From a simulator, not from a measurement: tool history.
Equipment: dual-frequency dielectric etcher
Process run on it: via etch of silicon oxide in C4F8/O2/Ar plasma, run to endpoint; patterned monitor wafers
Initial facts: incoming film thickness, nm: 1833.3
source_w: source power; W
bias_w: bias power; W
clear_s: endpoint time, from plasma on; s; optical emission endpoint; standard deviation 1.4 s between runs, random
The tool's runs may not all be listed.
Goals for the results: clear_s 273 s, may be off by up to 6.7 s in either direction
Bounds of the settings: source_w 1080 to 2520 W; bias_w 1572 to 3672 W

run	hour	source_w	bias_w	clear_s
1	0	1800	2622	335.34
2	1.7	1980	2622	323.57
3	7.6	1980	2285	337.81
4	15.1	2050	2390	330.55
# hour 19.1: wet clean of the chamber
5	19.1	2050	2031	337.97
6	20.6	1740	2031	359.96
7	23	1840	2210	346.59
8	26	1930	2371	328.36

Which single option among these 5 for the next run brings every result within its allowed miss of target? Just one does.
A	29	1530	2387	?
B	29	2480	2571	?
C	29	2210	2917	?
D	29	2250	2842	?
E	29	2460	2997	?

move	clear_s
A	361.18
B	285.88
C	287.27
D	287.72
E	272.02
A: its largest miss is bigger than the last run's
B: an improvement on the last run, though not all results are within tolerance
C: an improvement on the last run, though not all results are within tolerance
D: an improvement on the last run, though not all results are within tolerance
E: all results in spec
So the answer is move E, the one that meets all the targets.

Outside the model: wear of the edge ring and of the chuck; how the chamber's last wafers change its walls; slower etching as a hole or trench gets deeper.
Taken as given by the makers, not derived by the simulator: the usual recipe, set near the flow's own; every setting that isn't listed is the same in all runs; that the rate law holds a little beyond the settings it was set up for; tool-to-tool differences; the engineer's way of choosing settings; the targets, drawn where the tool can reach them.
